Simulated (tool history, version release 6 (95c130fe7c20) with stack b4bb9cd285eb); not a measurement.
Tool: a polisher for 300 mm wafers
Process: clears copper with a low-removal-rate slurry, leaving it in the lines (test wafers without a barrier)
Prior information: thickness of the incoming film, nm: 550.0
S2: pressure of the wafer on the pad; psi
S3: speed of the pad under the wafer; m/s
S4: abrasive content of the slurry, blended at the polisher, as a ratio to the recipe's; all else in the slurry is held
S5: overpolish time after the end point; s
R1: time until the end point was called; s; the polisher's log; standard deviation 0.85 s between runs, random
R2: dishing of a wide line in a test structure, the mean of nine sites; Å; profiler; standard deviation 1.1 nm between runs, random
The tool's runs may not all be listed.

{"run": 1, "hour": 0.0, "flow of slurry (ml/min)": 250, "S2": 3.3, "S3": 1.32, "S4": 1.0, "S5": 28, "R1": 114.11, "R2": 646.62}
{"run": 2, "hour": 2.2, "flow of slurry (ml/min)": 250, "S2": 3.3, "S3": 1.32, "S4": 0.85, "S5": 28, "R1": 115.35, "R2": 634.5}
{"run": 3, "hour": 4.4, "flow of slurry (ml/min)": 250, "S2": 3.4, "S3": 1.32, "S4": 0.85, "S5": 28, "R1": 113.51, "R2": 626.71}
{"run": 4, "hour": 9.2, "flow of slurry (ml/min)": 250, "S2": 3.4, "S3": 1.32, "S4": 0.85, "S5": 39, "R1": 114.42, "R2": 746.8}
{"run": 5, "hour": 12.0, "flow of slurry (ml/min)": 305, "S2": 3.4, "S3": 1.32, "S4": 0.85, "S5": 39, "R1": 111.88, "R2": 746.98}
{"run": 6, "hour": 14.2, "flow of slurry (ml/min)": 365, "S2": 3.4, "S3": 1.32, "S4": 0.85, "S5": 39, "R1": 111.86, "R2": 783.19}

Run 7, settings as shown, results not yet in. Your forecast:
{"run": 7, "hour": 22.7, "flow of slurry (ml/min)": 365, "S2": 3.4, "S3": 1.32, "S4": 0.85, "S5": 38, "R1": "?", "R2": "?"}

R1: 108.77 s
R2: 761.96 Å
